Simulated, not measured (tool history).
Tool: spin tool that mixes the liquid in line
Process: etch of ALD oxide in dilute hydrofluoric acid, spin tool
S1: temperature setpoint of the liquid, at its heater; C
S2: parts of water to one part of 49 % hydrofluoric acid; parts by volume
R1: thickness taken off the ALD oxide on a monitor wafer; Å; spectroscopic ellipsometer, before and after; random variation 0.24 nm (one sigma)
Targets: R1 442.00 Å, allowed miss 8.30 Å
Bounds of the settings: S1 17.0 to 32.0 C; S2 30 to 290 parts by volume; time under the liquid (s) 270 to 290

run 1 day=0.000 | S1=24.0 S2=160 time_under_the_liquid_(s)=270 | R1=204.24
run 2 day=0.267 | S1=26.5 S2=140 time_under_the_liquid_(s)=270 | R1=262.20
run 3 day=0.525 | S1=26.5 S2=160 time_under_the_liquid_(s)=270 | R1=223.90
run 4 day=0.725 | S1=26.5 S2=185 time_under_the_liquid_(s)=270 | R1=189.80
run 5 day=0.967 | S1=28.5 S2=155 time_under_the_liquid_(s)=270 | R1=252.57
run 6 day=1.279 | S1=29.5 S2=135 time_under_the_liquid_(s)=270 | R1=303.28
run 7 day=1.462 | S1=30.5 S2=120 time_under_the_liquid_(s)=270 | R1=363.28
run 8 day=1.500 | S1=31.0 S2=115 time_under_the_liquid_(s)=270 | R1=394.34
run 9 day=1.679 | S1=31.5 S2=110 time_under_the_liquid_(s)=270 | R1=416.62
run 10 day=1.850 | S1=31.5 S2=110 time_under_the_liquid_(s)=270 | R1=418.06
run 11 day=1.912 | S1=32.0 S2=105 time_under_the_liquid_(s)=270 | R1=450.61

Which of these 4 next moves meets every target?
run A day=1.975 | S1=32.0 S2=105 time_under_the_liquid_(s)=275 | R1=?
run B day=1.975 | S1=32.0 S2=110 time_under_the_liquid_(s)=280 | R1=?
run C day=1.975 | S1=31.0 S2=105 time_under_the_liquid_(s)=290 | R1=?
run D day=1.975 | S1=32.0 S2=110 time_under_the_liquid_(s)=290 | R1=?

move=A R1=461.56
move=B R1=445.33
move=C R1=469.15
move=D R1=461.23
A: further off than the last run
B: meets every target
C: further off than the last run
D: further off than the last run
The right move is B.

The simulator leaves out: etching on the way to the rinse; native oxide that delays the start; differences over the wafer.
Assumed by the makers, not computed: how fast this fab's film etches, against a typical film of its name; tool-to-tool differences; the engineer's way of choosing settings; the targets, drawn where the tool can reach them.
